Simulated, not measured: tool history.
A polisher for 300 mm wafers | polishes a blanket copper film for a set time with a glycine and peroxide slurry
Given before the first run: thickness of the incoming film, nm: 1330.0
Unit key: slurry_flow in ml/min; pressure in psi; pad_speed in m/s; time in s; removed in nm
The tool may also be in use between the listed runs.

Run 1, day 0: slurry_flow 135 ml/min, pressure 2.9 psi, pad_speed 1.22 m/s, time 59 s. Result: removed 317.26 nm.
Run 2, day 0.308: slurry_flow 135 ml/min, pressure 3.3 psi, pad_speed 1.24 m/s, time 59 s. Result: removed 368.05 nm.
Run 3, day 0.612: slurry_flow 135 ml/min, pressure 3.3 psi, pad_speed 1.02 m/s, time 59 s. Result: removed 297.67 nm.
Run 4, day 0.758: slurry_flow 135 ml/min, pressure 3.6 psi, pad_speed 1.08 m/s, time 59 s. Result: removed 352.41 nm.
Run 5, day 1.058: slurry_flow 135 ml/min, pressure 3.3 psi, pad_speed 1.08 m/s, time 59 s. Result: removed 320.42 nm.
Run 6, day 1.354: slurry_flow 135 ml/min, pressure 3.6 psi, pad_speed 1.12 m/s, time 59 s. Result: removed 355 nm.
Run 7, day 1.454: slurry_flow 135 ml/min, pressure 3.8 psi, pad_speed 1.16 m/s, time 59 s. Result: removed 384.9 nm.

What will run 8 give?
Run 8, day 1.717: slurry_flow 135 ml/min, pressure 4 psi, pad_speed 1.2 m/s, time 59 s. Result: removed ?.

Run 8 yielded removed 408.54 nm.

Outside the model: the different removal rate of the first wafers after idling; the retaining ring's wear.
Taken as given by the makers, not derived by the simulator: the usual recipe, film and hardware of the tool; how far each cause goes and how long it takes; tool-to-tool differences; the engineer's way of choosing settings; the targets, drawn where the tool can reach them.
